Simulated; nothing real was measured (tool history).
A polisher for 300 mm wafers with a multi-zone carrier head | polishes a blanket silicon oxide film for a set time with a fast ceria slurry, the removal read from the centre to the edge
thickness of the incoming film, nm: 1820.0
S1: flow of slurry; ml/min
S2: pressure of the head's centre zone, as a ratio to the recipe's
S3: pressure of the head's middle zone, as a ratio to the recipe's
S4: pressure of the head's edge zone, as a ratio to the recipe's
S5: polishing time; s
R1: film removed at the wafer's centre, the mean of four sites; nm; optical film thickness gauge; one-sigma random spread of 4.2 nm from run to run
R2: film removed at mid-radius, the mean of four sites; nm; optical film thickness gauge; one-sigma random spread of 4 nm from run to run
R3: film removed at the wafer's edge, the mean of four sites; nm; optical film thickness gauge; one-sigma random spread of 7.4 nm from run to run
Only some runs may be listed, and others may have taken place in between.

| run | hour | S1 | S2 | S3 | S4 | S5 | R1 | R2 | R3 |
|---|---|---|---|---|---|---|---|---|---|
| 1 | 0 | 180 | 1 | 1 | 1 | 32 | 756.63 | 767.59 | 708.89 |
| 2 | 4.2 | 175 | 1.01 | 0.97 | 0.96 | 31 | 731.26 | 729.56 | 687.5 |
| 3 | 11.8 | 175 | 1.01 | 0.9 | 0.96 | 31 | 733.6 | 669.58 | 677.68 |
| 4 | 19.6 | 175 | 1.01 | 0.98 | 0.96 | 31 | 730.73 | 723.62 | 694.89 |
| 5 | 22.7 | 195 | 1.01 | 0.96 | 1.01 | 30 | 712.39 | 704.42 | 682.33 |
| 6 | 31.6 | 195 | 1.01 | 0.96 | 0.94 | 30 | 715.87 | 705.17 | 677.66 |
| 7 | 34.9 | 175 | 1.03 | 0.97 | 0.92 | 29 | 693.82 | 671.97 | 631.47 |
| 8 | 41.7 | 165 | 1.04 | 0.97 | 0.9 | 29 | 709.33 | 666.3 | 635.42 |

For run 9, what comes out?
| 9 | 47.8 | 155 | 1.05 | 0.98 | 0.88 | 28 | ? | ? | ? |

Run 9 measured R1 670.95 nm, R2 643.01 nm, R3 585.65 nm.
